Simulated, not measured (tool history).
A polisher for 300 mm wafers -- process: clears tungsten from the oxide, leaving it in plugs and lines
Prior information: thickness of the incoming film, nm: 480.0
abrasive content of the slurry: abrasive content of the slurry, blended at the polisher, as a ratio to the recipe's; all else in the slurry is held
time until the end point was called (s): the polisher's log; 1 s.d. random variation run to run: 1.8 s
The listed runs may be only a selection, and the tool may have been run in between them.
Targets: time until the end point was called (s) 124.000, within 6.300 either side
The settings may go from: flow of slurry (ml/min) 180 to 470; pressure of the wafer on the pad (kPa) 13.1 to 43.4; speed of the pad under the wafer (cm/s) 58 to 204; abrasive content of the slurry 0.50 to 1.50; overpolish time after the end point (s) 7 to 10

run	day	flow of slurry (ml/min)	pressure of the wafer on the pad (kPa)	speed of the pad under the wafer (cm/s)	abrasive content of the slurry	overpolish time after the end point (s)	time until the end point was called (s)
1	0.000	300	28.3	130	1.00	10	70.211
2	0.117	300	24.8	130	1.00	10	77.806
3	0.325	300	24.8	130	0.85	10	77.873
4	0.654	300	30.3	130	0.85	10	67.667
5	0.888	300	30.3	130	0.85	10	65.557
6	1.208	245	30.3	130	0.85	10	68.368
7	1.292	245	27.6	128	0.85	10	76.199
8	1.629	245	25.5	126	0.85	10	82.869
9	1.733	245	23.4	126	0.85	10	90.816
10	1.888	245	22.1	126	0.85	10	97.713

Which single option among these 4 for the next run brings every result within its allowed miss of target? Just one does.
A	2.042	185	20.0	90	0.90	10	?
B	2.042	345	17.9	106	0.50	10	?
C	2.042	190	17.9	96	1.05	7	?
D	2.042	180	15.9	140	0.75	10	?

move	time until the end point was called (s)
A	136.870
B	139.540
C	139.690
D	123.360
A: pushes the last run's worst result past its target
B: pushes the last run's worst result past its target
C: pushes the last run's worst result past its target
D: hits every target within its allowed miss
D is the move that brings every result within its allowed miss.

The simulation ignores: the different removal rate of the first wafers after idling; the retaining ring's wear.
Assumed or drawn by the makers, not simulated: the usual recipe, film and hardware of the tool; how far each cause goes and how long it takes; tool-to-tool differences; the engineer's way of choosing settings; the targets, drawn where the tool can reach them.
